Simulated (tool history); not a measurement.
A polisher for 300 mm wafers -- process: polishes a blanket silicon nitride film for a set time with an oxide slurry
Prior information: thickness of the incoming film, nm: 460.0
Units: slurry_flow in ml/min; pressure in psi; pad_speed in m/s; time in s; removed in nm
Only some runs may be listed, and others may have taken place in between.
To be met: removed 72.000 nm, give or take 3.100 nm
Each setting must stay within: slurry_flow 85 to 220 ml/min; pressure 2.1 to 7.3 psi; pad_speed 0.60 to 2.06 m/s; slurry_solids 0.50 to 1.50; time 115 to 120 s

run,hour,slurry_flow,pressure,pad_speed,slurry_solids,time,removed
1,0.0,140,4.7,1.32,1.00,115,123.740
2,0.6,140,4.2,1.30,1.00,115,111.390
3,7.3,140,4.2,1.30,1.00,115,108.900
4,14.1,140,3.8,1.30,1.00,115,98.011
5,22.7,140,3.6,1.30,1.00,115,95.949
6,25.1,110,3.6,1.30,1.00,115,91.477
7,31.8,110,3.4,1.30,1.00,115,87.469
8,38.7,110,3.2,1.30,1.00,115,81.295
9,39.2,110,3.1,1.30,1.00,115,79.104
10,44.3,110,3.0,1.30,1.00,115,76.236
11,51.2,105,2.7,1.30,1.00,115,68.758

Exactly one of the 5 candidate moves below puts every result within its allowed miss. Which one?
A,58.1,105,2.3,1.56,1.00,115,?
B,58.1,85,3.3,1.16,0.70,115,?
C,58.1,110,2.9,1.34,1.20,115,?
D,58.1,130,3.1,1.16,0.85,115,?
E,58.1,130,2.6,1.20,1.05,115,?

move,removed
A,66.442
B,65.866
C,79.019
D,71.833
E,65.850
A: misses by more than the last run did
B: misses by more than the last run did
C: the result that was furthest off in the last run now lies on the other side of its target
D: meets every target
E: misses by more than the last run did
The right move is D.
